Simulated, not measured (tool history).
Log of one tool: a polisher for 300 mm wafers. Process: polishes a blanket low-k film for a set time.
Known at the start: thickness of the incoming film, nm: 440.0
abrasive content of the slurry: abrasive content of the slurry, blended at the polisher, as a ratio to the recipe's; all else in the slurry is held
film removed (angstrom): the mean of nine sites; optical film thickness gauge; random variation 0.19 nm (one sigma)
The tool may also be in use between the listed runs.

run	hour	flow of slurry (ml/min)	pressure of the wafer on the pad (kPa)	speed of the pad under the wafer (m/s)	abrasive content of the slurry	polishing time (s)	film removed (angstrom)
1	0.0	185	13.8	0.82	1.0	53	186.55
2	0.5	155	13.8	0.82	1.0	53	184.97
3	8.7	155	13.8	0.82	1.0	53	184.76
4	16.8	155	13.8	0.82	1.0	53	182.13
5	24.2	155	12.4	0.82	1.0	53	164.83
6	31.7	155	11.7	0.82	1.0	53	156.60
7	37.1	155	11.0	0.82	1.0	53	148.58

The next listed run, before its measurement:
8	43.4	155	10.3	0.82	1.0	53	?

{"run 8": {"film removed (angstrom)": 142.23}}
